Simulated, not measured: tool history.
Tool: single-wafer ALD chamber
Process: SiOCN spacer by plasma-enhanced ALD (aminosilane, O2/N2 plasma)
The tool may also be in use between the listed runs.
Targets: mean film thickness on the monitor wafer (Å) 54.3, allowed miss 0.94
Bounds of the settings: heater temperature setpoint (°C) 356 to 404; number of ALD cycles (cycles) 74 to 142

run	hour	heater temperature setpoint (°C)	number of ALD cycles (cycles)	mean film thickness on the monitor wafer (Å)
1	0	380	108	66.577
2	6	380	102	63.413
3	7.6	380	95	58.549
4	12.2	371	95	58.802
5	17.1	381	95	58.425
6	25.6	381	93	57.746
7	28.8	381	91	56.458
8	32.9	381	90	55.771

5 next moves are on the table. One of them brings every result within its allowed miss. Which?
A	37	375	95	?
B	37	379	92	?
C	37	384	91	?
D	37	369	92	?
E	37	385	88	?

move	mean film thickness on the monitor wafer (Å)
A	58.841
B	56.983
C	56.364
D	56.983
E	54.505
A: further off than the last run
B: further off than the last run
C: further off than the last run
D: further off than the last run
E: meets every target
Move E is the one to make.

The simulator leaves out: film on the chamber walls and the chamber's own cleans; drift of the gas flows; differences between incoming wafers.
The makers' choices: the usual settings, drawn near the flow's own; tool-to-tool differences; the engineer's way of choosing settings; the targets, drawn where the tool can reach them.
